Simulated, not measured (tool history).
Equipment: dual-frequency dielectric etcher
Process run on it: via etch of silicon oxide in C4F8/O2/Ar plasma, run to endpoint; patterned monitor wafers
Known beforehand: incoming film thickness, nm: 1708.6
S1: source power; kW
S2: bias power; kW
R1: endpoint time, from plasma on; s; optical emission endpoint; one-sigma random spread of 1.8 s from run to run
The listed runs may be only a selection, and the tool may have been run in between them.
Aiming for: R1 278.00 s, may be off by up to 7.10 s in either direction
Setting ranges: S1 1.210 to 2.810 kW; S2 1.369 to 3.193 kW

{"run": 1, "hour": 0.0, "S1": 2.01, "S2": 2.281, "R1": 315.32}
{"run": 2, "hour": 8.9, "S1": 2.28, "S2": 2.281, "R1": 289.07}
{"run": 3, "hour": 15.1, "S1": 2.01, "S2": 2.281, "R1": 315.21}
{"run": 4, "hour": 17.1, "S1": 2.17, "S2": 2.281, "R1": 302.65}
{"run": 5, "hour": 23.1, "S1": 2.17, "S2": 2.008, "R1": 317.62}
{"run": 6, "hour": 27.6, "S1": 2.17, "S2": 1.682, "R1": 334.3}
{"run": 7, "hour": 36.7, "S1": 2.23, "S2": 1.704, "R1": 326.19}
{"run": 8, "hour": 44.8, "S1": 2.29, "S2": 1.718, "R1": 322.67}
{"run": 9, "hour": 52.4, "S1": 2.34, "S2": 1.739, "R1": 318.69}
{"run": 10, "hour": 55.1, "S1": 2.34, "S2": 1.739, "R1": 318.27}
{"run": 11, "hour": 62.2, "S1": 2.39, "S2": 1.763, "R1": 312.24}
{"run": 12, "hour": 71.2, "S1": 2.43, "S2": 1.779, "R1": 305.25}
{"run": 13, "hour": 72.0, "S1": 2.43, "S2": 1.779, "R1": 312.02}
{"run": 14, "hour": 78.0, "S1": 2.47, "S2": 1.811, "R1": 307.2}
{"run": 15, "hour": 83.8, "S1": 2.5, "S2": 1.838, "R1": 301.54}
{"run": 16, "hour": 92.7, "S1": 2.53, "S2": 1.851, "R1": 301.2}
{"run": 17, "hour": 100.7, "S1": 2.56, "S2": 1.872, "R1": 294.19}
{"run": 18, "hour": 102.9, "S1": 2.58, "S2": 1.878, "R1": 292.3}
{"run": 19, "hour": 108.2, "S1": 2.6, "S2": 1.883, "R1": 289.09}
{"run": 20, "hour": 113.3, "S1": 2.61, "S2": 1.886, "R1": 289.05}
{"run": 21, "hour": 115.8, "S1": 2.62, "S2": 1.89, "R1": 290.98}

4 candidate next runs follow, results not yet known. Just one meets every target within its allowed miss. Identify it.
{"run": "A", "hour": 118.3, "S1": 2.81, "S2": 1.834, "R1": "?"}
{"run": "B", "hour": 118.3, "S1": 2.81, "S2": 2.27, "R1": "?"}
{"run": "C", "hour": 118.3, "S1": 2.71, "S2": 1.685, "R1": "?"}
{"run": "D", "hour": 118.3, "S1": 2.81, "S2": 2.178, "R1": "?"}

move=A R1=278.78
move=B R1=258.91
move=C R1=292.98
move=D R1=262.66
A: in spec on every target
B: the result that was furthest off in the last run now lies on the other side of its target
C: misses by more than the last run did
D: the result that was furthest off in the last run now lies on the other side of its target
Go with A: it meets all targets.
